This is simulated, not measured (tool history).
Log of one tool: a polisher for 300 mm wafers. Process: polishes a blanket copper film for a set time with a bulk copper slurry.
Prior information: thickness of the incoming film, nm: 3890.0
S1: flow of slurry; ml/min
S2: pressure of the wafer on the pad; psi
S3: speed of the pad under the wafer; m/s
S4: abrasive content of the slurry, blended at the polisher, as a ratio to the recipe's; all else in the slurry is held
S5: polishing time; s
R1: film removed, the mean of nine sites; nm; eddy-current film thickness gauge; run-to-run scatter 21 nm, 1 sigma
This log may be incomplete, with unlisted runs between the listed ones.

run	hour	S1	S2	S3	S4	S5	R1
1	0	235	3.4	1.36	1	87	1168.2
2	0.8	235	3.8	1.36	1	87	1231.1
3	2.2	235	3.8	1.36	0.85	87	1216.7
4	4.1	235	3.8	1.36	0.85	87	1203.5
5	5.2	235	4.3	1.4	0.85	87	1372.9
6	12.6	235	4.6	1.4	0.85	87	1462.1
7	17.5	235	4.8	1.44	0.85	87	1561
8	26	235	5	1.46	0.85	87	1635.4
9	31.8	235	5.1	1.48	0.85	87	1637.9
10	35.4	235	5.2	1.52	0.85	87	1740

Forecast run 11:
11	41.6	235	5.2	1.54	0.85	87	?

{"run 11": {"R1": 1735.4}}
